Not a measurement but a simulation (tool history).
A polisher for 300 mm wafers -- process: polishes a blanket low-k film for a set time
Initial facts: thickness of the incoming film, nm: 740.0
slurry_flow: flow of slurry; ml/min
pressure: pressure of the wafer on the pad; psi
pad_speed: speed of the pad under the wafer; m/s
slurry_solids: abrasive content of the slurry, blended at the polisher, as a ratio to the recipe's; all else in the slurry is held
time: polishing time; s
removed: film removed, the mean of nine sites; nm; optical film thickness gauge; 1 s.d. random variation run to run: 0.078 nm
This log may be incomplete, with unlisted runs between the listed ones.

run 1 day=0 | slurry_flow=155 pressure=1.2 pad_speed=1.22 slurry_solids=1 time=27 | removed=9.425
run 2 day=0.146 | slurry_flow=155 pressure=1.2 pad_speed=1.22 slurry_solids=1 time=27 | removed=9.2887
run 3 day=0.438 | slurry_flow=155 pressure=1 pad_speed=1.2 slurry_solids=1 time=27 | removed=7.6384
run 4 day=0.767 | slurry_flow=155 pressure=1 pad_speed=1.34 slurry_solids=1 time=27 | removed=8.3797
run 5 day=1.004 | slurry_flow=185 pressure=1 pad_speed=1.34 slurry_solids=1 time=27 | removed=8.8491
run 6 day=1.154 | slurry_flow=185 pressure=1 pad_speed=1.34 slurry_solids=0.9 time=27 | removed=8.3282
run 7 day=1.367 | slurry_flow=180 pressure=0.9 pad_speed=1.34 slurry_solids=0.9 time=27 | removed=7.0732
run 8 day=1.542 | slurry_flow=180 pressure=0.9 pad_speed=1.34 slurry_solids=0.9 time=27 | removed=7.3191

Run 9 comes next. What will it give?
run 9 day=1.762 | slurry_flow=170 pressure=0.8 pad_speed=1.34 slurry_solids=0.9 time=27 | removed=?

removed: 6.4951 nm

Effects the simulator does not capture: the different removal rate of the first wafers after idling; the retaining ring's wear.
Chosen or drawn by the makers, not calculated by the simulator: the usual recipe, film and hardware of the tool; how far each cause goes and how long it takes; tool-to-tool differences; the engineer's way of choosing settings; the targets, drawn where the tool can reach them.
